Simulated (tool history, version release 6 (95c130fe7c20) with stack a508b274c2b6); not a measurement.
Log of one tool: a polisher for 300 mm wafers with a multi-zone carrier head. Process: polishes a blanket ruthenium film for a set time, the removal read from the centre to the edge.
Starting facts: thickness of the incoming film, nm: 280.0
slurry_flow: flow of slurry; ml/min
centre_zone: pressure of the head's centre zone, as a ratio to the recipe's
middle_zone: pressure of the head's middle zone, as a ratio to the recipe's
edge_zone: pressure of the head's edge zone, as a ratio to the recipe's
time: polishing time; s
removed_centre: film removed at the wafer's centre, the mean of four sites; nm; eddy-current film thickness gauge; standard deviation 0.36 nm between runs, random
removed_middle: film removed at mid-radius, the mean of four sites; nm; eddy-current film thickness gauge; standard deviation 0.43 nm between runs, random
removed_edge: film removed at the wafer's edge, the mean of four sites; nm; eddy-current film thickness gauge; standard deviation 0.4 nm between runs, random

{"run": 1, "hour": 0.0, "slurry_flow": 150, "centre_zone": 1, "middle_zone": 1, "edge_zone": 1, "time": 51, "removed_centre": 68.55, "removed_middle": 67.741, "removed_edge": 65.702}
{"run": 2, "hour": 4.8, "slurry_flow": 145, "centre_zone": 0.98, "middle_zone": 1.01, "edge_zone": 0.98, "time": 49, "removed_centre": 62.804, "removed_middle": 65.035, "removed_edge": 62.383}
{"run": 3, "hour": 9.7, "slurry_flow": 145, "centre_zone": 0.97, "middle_zone": 1.02, "edge_zone": 0.96, "time": 47, "removed_centre": 60.944, "removed_middle": 62.81, "removed_edge": 59.267}
{"run": 4, "hour": 17.4, "slurry_flow": 145, "centre_zone": 0.97, "middle_zone": 1.02, "edge_zone": 1.04, "time": 47, "removed_centre": 60.343, "removed_middle": 62.773, "removed_edge": 61.056}
{"run": 5, "hour": 24.3, "slurry_flow": 145, "centre_zone": 0.94, "middle_zone": 1.02, "edge_zone": 1.04, "time": 47, "removed_centre": 59.179, "removed_middle": 63.886, "removed_edge": 61.156}
{"run": 6, "hour": 27.0, "slurry_flow": 145, "centre_zone": 0.93, "middle_zone": 1.03, "edge_zone": 1.01, "time": 45, "removed_centre": 55.763, "removed_middle": 60.351, "removed_edge": 56.692}
{"run": 7, "hour": 28.5, "slurry_flow": 140, "centre_zone": 0.91, "middle_zone": 1.04, "edge_zone": 0.99, "time": 44, "removed_centre": 52.646, "removed_middle": 59.499, "removed_edge": 56.587}
{"run": 8, "hour": 31.3, "slurry_flow": 145, "centre_zone": 0.9, "middle_zone": 1.06, "edge_zone": 0.98, "time": 42, "removed_centre": 50.308, "removed_middle": 58.33, "removed_edge": 53.351}
{"run": 9, "hour": 34.2, "slurry_flow": 145, "centre_zone": 0.9, "middle_zone": 1.07, "edge_zone": 0.96, "time": 41, "removed_centre": 49.718, "removed_middle": 56.685, "removed_edge": 51.982}
{"run": 10, "hour": 40.8, "slurry_flow": 145, "centre_zone": 0.89, "middle_zone": 1.09, "edge_zone": 0.94, "time": 40, "removed_centre": 46.932, "removed_middle": 56.488, "removed_edge": 50.555}
{"run": 11, "hour": 48.0, "slurry_flow": 145, "centre_zone": 0.89, "middle_zone": 1.1, "edge_zone": 0.92, "time": 39, "removed_centre": 45.278, "removed_middle": 54.744, "removed_edge": 47.814}
{"run": 12, "hour": 54.0, "slurry_flow": 140, "centre_zone": 0.89, "middle_zone": 1.11, "edge_zone": 0.91, "time": 39, "removed_centre": 45.865, "removed_middle": 56.299, "removed_edge": 47.821}
{"run": 13, "hour": 59.5, "slurry_flow": 135, "centre_zone": 0.89, "middle_zone": 1.11, "edge_zone": 0.9, "time": 39, "removed_centre": 44.899, "removed_middle": 55.252, "removed_edge": 46.826}
{"run": 14, "hour": 68.0, "slurry_flow": 135, "centre_zone": 0.89, "middle_zone": 1.11, "edge_zone": 0.9, "time": 39, "removed_centre": 45.645, "removed_middle": 55.002, "removed_edge": 47.394}
{"run": 15, "hour": 72.8, "slurry_flow": 130, "centre_zone": 0.89, "middle_zone": 1.11, "edge_zone": 0.89, "time": 39, "removed_centre": 44.464, "removed_middle": 55.007, "removed_edge": 46.257}
{"run": 16, "hour": 74.1, "slurry_flow": 125, "centre_zone": 0.89, "middle_zone": 1.11, "edge_zone": 0.89, "time": 39, "removed_centre": 43.857, "removed_middle": 54.031, "removed_edge": 46.342}

Forecast run 17:
{"run": 17, "hour": 76.5, "slurry_flow": 125, "centre_zone": 0.89, "middle_zone": 1.11, "edge_zone": 0.88, "time": 39, "removed_centre": "?", "removed_middle": "?", "removed_edge": "?"}

{"run 17": {"removed_centre": 43.476, "removed_middle": 54.549, "removed_edge": 46.77}}
